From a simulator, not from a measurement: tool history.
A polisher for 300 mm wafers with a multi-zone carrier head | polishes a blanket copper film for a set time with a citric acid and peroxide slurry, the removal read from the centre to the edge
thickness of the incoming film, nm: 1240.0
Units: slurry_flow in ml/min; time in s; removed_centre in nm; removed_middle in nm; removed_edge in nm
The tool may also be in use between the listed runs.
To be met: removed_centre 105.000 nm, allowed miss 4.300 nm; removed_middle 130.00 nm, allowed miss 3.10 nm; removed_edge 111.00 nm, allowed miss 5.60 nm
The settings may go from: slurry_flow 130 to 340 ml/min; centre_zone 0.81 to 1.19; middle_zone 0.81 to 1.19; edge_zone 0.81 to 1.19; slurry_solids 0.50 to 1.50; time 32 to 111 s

run 1 day=0.000 | slurry_flow=220 centre_zone=1.00 middle_zone=1.00 edge_zone=1.00 slurry_solids=1.00 time=71 | removed_centre=152.720 removed_middle=155.59 removed_edge=154.94
run 2 day=0.054 | slurry_flow=250 centre_zone=1.00 middle_zone=1.00 edge_zone=1.00 slurry_solids=1.00 time=71 | removed_centre=156.620 removed_middle=158.31 removed_edge=159.38
run 3 day=0.400 | slurry_flow=220 centre_zone=0.96 middle_zone=1.02 edge_zone=0.94 slurry_solids=0.85 time=69 | removed_centre=141.080 removed_middle=145.03 removed_edge=143.94
run 4 day=0.750 | slurry_flow=220 centre_zone=0.96 middle_zone=1.02 edge_zone=0.97 slurry_solids=0.85 time=69 | removed_centre=139.440 removed_middle=146.00 removed_edge=145.21
run 5 day=0.929 | slurry_flow=170 centre_zone=0.96 middle_zone=1.02 edge_zone=0.97 slurry_solids=0.85 time=69 | removed_centre=134.500 removed_middle=142.84 removed_edge=139.57
run 6 day=1.275 | slurry_flow=170 centre_zone=1.02 middle_zone=1.02 edge_zone=0.97 slurry_solids=0.85 time=69 | removed_centre=145.230 removed_middle=145.10 removed_edge=143.39
run 7 day=1.575 | slurry_flow=160 centre_zone=0.97 middle_zone=1.07 edge_zone=0.93 slurry_solids=0.75 time=67 | removed_centre=128.140 removed_middle=139.56 removed_edge=129.99
run 8 day=1.929 | slurry_flow=150 centre_zone=0.94 middle_zone=1.09 edge_zone=0.90 slurry_solids=0.70 time=66 | removed_centre=120.500 removed_middle=137.90 removed_edge=124.25
run 9 day=2.267 | slurry_flow=155 centre_zone=0.87 middle_zone=1.11 edge_zone=0.82 slurry_solids=0.50 time=63 | removed_centre=98.114 removed_middle=125.00 removed_edge=108.31

4 next moves are on the table. One of them brings every result within its allowed miss. Which?
run A day=2.604 | slurry_flow=160 centre_zone=0.82 middle_zone=1.19 edge_zone=0.86 slurry_solids=0.55 time=63 | removed_centre=? removed_middle=? removed_edge=?
run B day=2.604 | slurry_flow=195 centre_zone=0.86 middle_zone=1.08 edge_zone=0.81 slurry_solids=0.60 time=63 | removed_centre=? removed_middle=? removed_edge=?
run C day=2.604 | slurry_flow=195 centre_zone=0.86 middle_zone=1.17 edge_zone=0.81 slurry_solids=0.60 time=63 | removed_centre=? removed_middle=? removed_edge=?
run D day=2.604 | slurry_flow=130 centre_zone=0.81 middle_zone=1.13 edge_zone=0.84 slurry_solids=0.50 time=66 | removed_centre=? removed_middle=? removed_edge=?

move=A removed_centre=96.724 removed_middle=135.64 removed_edge=110.75
move=B removed_centre=105.400 removed_middle=130.17 removed_edge=111.44
move=C removed_centre=105.460 removed_middle=138.73 removed_edge=111.32
move=D removed_centre=95.936 removed_middle=131.09 removed_edge=111.07
A: takes the result that was furthest off past its target
B: meets every target
C: takes the result that was furthest off past its target
D: brings the result that was furthest off to its target, and leaves another outside
Move B is the one to make.

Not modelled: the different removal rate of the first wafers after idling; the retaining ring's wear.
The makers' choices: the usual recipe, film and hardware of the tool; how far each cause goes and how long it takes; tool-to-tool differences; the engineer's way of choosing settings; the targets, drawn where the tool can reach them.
